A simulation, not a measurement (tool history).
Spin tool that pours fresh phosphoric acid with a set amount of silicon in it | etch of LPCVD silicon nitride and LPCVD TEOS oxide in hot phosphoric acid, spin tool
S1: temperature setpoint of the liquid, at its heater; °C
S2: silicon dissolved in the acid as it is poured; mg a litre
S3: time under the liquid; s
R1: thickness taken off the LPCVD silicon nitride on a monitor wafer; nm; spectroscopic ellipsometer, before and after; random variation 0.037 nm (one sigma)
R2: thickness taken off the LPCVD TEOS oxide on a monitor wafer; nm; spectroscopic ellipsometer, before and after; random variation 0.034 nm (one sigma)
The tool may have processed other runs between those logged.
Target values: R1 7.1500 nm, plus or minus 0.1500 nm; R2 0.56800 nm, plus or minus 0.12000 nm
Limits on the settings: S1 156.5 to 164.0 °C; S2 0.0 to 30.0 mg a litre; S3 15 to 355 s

run 1 hour=0.0 | S1=159.0 S2=13.0 S3=180 | R1=12.9590 R2=0.72825
run 2 hour=0.8 | S1=159.0 S2=9.5 S3=155 | R1=11.0900 R2=0.63129
run 3 hour=8.9 | S1=159.0 S2=7.0 S3=135 | R1=9.6690 R2=0.57727
run 4 hour=11.5 | S1=159.0 S2=5.0 S3=125 | R1=9.0459 R2=0.61645
run 5 hour=18.2 | S1=159.0 S2=11.5 S3=125 | R1=8.9431 R2=0.51288
run 6 hour=25.3 | S1=159.0 S2=8.5 S3=115 | R1=8.2543 R2=0.53068
run 7 hour=29.2 | S1=159.0 S2=6.5 S3=110 | R1=7.8973 R2=0.49958
run 8 hour=31.3 | S1=159.0 S2=5.0 S3=105 | R1=7.4791 R2=0.50822
run 9 hour=39.0 | S1=159.0 S2=3.5 S3=105 | R1=7.4889 R2=0.52348
run 10 hour=39.7 | S1=159.0 S2=3.5 S3=105 | R1=7.5188 R2=0.47485

Of the 5 settings listed for the next run, only one would bring every result within its allowed miss of target. Which one?
run A hour=40.4 | S1=156.5 S2=16.0 S3=120 | R1=? R2=?
run B hour=40.4 | S1=157.0 S2=17.5 S3=120 | R1=? R2=?
run C hour=40.4 | S1=157.0 S2=15.5 S3=120 | R1=? R2=?
run D hour=40.4 | S1=160.5 S2=0.0 S3=95 | R1=? R2=?
run E hour=40.4 | S1=159.5 S2=2.0 S3=110 | R1=? R2=?

move=A R1=7.9361 R2=0.33917
move=B R1=8.0710 R2=0.33848
move=C R1=8.0710 R2=0.35653
move=D R1=7.1818 R2=0.50863
move=E R1=8.0442 R2=0.52744
A: its largest miss is bigger than the last run's
B: its largest miss is bigger than the last run's
C: its largest miss is bigger than the last run's
D: every result lands within tolerance
E: its largest miss is bigger than the last run's
Go with D: it meets all targets.
